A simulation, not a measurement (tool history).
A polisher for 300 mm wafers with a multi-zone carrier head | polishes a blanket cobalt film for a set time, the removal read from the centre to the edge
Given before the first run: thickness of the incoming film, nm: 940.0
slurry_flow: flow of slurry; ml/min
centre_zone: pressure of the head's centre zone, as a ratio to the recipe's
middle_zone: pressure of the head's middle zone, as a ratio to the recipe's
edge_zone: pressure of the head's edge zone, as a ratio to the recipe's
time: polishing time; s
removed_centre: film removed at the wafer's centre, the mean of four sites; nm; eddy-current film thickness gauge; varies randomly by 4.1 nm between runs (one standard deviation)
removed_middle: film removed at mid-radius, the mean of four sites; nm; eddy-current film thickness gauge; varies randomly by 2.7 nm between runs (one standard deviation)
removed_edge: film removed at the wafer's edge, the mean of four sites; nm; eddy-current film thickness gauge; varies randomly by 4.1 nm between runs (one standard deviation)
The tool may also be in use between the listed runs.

run 1 hour=0 | slurry_flow=235 centre_zone=1 middle_zone=1 edge_zone=1 time=73 | removed_centre=314.95 removed_middle=309.85 removed_edge=309.38
run 2 hour=5.8 | slurry_flow=235 centre_zone=1 middle_zone=0.95 edge_zone=1 time=73 | removed_centre=314.86 removed_middle=306.33 removed_edge=306.73
run 3 hour=6.3 | slurry_flow=235 centre_zone=1 middle_zone=0.95 edge_zone=1.08 time=73 | removed_centre=317.37 removed_middle=305.01 removed_edge=321.34
run 4 hour=13.8 | slurry_flow=290 centre_zone=1 middle_zone=0.95 edge_zone=1.08 time=73 | removed_centre=323.74 removed_middle=314.28 removed_edge=324.06
run 5 hour=19.6 | slurry_flow=290 centre_zone=1 middle_zone=0.9 edge_zone=1.08 time=73 | removed_centre=325.22 removed_middle=301.19 removed_edge=325.99
run 6 hour=25.4 | slurry_flow=290 centre_zone=1 middle_zone=0.94 edge_zone=1.08 time=73 | removed_centre=327.07 removed_middle=310.4 removed_edge=322.33

Estimate the outcome of run 7 from the log above:
run 7 hour=26.1 | slurry_flow=320 centre_zone=1.08 middle_zone=1.04 edge_zone=1.13 time=88 | removed_centre=? removed_middle=? removed_edge=?

Run 7 gave removed_centre 429.07 nm, removed_middle 399.85 nm, removed_edge 405.88 nm.

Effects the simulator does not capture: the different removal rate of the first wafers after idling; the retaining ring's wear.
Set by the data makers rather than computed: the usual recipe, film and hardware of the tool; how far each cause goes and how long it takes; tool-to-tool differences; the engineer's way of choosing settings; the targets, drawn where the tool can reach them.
